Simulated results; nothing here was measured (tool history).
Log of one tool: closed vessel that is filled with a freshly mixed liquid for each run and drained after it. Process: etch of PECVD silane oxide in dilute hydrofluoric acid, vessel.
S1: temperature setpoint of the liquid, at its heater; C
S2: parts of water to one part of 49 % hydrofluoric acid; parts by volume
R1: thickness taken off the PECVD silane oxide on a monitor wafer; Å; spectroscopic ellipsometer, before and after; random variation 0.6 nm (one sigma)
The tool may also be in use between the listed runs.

{"run": 1, "hour": 0.0, "S1": 21, "S2": 60, "time in the liquid (s)": 100, "R1": 444.92}
{"run": 2, "hour": 0.9, "S1": 23, "S2": 60, "time in the liquid (s)": 100, "R1": 485.59}
{"run": 3, "hour": 4.4, "S1": 26.5, "S2": 60, "time in the liquid (s)": 100, "R1": 556.51}
{"run": 4, "hour": 10.9, "S1": 26.5, "S2": 75, "time in the liquid (s)": 100, "R1": 439.63}
{"run": 5, "hour": 20.0, "S1": 27, "S2": 70, "time in the liquid (s)": 100, "R1": 473.67}
{"run": 6, "hour": 25.6, "S1": 27.5, "S2": 65, "time in the liquid (s)": 100, "R1": 529.3}

The next listed run, before its measurement:
{"run": 7, "hour": 34.5, "S1": 28, "S2": 60, "time in the liquid (s)": 100, "R1": "?"}

{"run 7": {"R1": 589.33}}
